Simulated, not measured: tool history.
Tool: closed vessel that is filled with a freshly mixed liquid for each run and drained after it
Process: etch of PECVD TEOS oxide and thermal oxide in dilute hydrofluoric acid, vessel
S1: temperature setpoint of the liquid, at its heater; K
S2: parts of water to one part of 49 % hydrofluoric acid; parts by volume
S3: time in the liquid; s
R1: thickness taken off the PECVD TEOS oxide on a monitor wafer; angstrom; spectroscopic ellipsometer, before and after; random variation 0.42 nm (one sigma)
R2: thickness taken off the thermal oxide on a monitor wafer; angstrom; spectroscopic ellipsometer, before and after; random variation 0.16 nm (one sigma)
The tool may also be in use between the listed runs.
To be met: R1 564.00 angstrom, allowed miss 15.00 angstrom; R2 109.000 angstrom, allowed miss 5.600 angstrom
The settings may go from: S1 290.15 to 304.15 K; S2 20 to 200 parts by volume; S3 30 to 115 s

Run 1, hour 0.0: S1 296.15 K, S2 110 parts by volume, S3 60 s. Result: R1 120.67 angstrom, R2 23.258 angstrom.
Run 2, hour 2.2: S1 298.65 K, S2 85 parts by volume, S3 65 s. Result: R1 189.63 angstrom, R2 36.182 angstrom.
Run 3, hour 9.3: S1 302.15 K, S2 85 parts by volume, S3 65 s. Result: R1 221.12 angstrom, R2 42.819 angstrom.
Run 4, hour 17.2: S1 302.65 K, S2 65 parts by volume, S3 70 s. Result: R1 322.35 angstrom, R2 63.156 angstrom.
Run 5, hour 20.8: S1 302.65 K, S2 30 parts by volume, S3 70 s. Result: R1 730.72 angstrom, R2 146.650 angstrom.
Run 6, hour 27.5: S1 302.65 K, S2 30 parts by volume, S3 85 s. Result: R1 906.70 angstrom, R2 178.060 angstrom.
Run 7, hour 33.9: S1 299.65 K, S2 35 parts by volume, S3 85 s. Result: R1 684.64 angstrom, R2 131.000 angstrom.
Run 8, hour 41.8: S1 298.65 K, S2 35 parts by volume, S3 85 s. Result: R1 651.79 angstrom, R2 126.250 angstrom.
Run 9, hour 45.1: S1 297.65 K, S2 35 parts by volume, S3 85 s. Result: R1 625.51 angstrom, R2 120.230 angstrom.
Run 10, hour 48.0: S1 297.15 K, S2 35 parts by volume, S3 85 s. Result: R1 620.18 angstrom, R2 117.750 angstrom.
Run 11, hour 49.7: S1 296.65 K, S2 35 parts by volume, S3 85 s. Result: R1 601.42 angstrom, R2 117.460 angstrom.
Run 12, hour 50.6: S1 296.15 K, S2 35 parts by volume, S3 85 s. Result: R1 583.54 angstrom, R2 113.700 angstrom.

Which of these 4 next moves meets every target?
Run A, hour 51.5: S1 297.15 K, S2 25 parts by volume, S3 55 s. Result: R1 ?, R2 ?.
Run B, hour 51.5: S1 297.65 K, S2 35 parts by volume, S3 80 s. Result: R1 ?, R2 ?.
Run C, hour 51.5: S1 296.65 K, S2 20 parts by volume, S3 50 s. Result: R1 ?, R2 ?.
Run D, hour 51.5: S1 295.65 K, S2 20 parts by volume, S3 50 s. Result: R1 ?, R2 ?.

move      R1       R2
   A  569.91  108.800
   B  596.47  113.870
   C  638.40  121.870
   D  611.81  116.800
A: meets every target
B: further off than the last run
C: further off than the last run
D: further off than the last run
Move A is the one to make.
